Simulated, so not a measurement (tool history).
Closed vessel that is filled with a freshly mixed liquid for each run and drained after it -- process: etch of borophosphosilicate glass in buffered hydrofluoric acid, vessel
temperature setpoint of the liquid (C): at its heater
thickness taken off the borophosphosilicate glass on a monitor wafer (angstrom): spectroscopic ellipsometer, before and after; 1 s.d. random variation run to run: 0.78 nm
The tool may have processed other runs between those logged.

run	hour	temperature setpoint of the liquid (C)	parts of 40 % ammonium fluoride to one part of 49 % hydrofluoric acid (parts by volume)	time in the liquid (s)	thickness taken off the borophosphosilicate glass on a monitor wafer (angstrom)
1	0	21	11.5	85	1343.7
2	6.5	21	9	85	1674.2
3	11.2	21	9	95	1892.8
4	17.4	21	9	85	1671.9
5	25.1	21	9	95	1881
6	30.5	21	9	95	1879.6
7	35.9	20.5	10	95	1702.1

Forecast run 8:
8	37.4	20	11	95	?

thickness taken off the borophosphosilicate glass on a monitor wafer (angstrom): 1499

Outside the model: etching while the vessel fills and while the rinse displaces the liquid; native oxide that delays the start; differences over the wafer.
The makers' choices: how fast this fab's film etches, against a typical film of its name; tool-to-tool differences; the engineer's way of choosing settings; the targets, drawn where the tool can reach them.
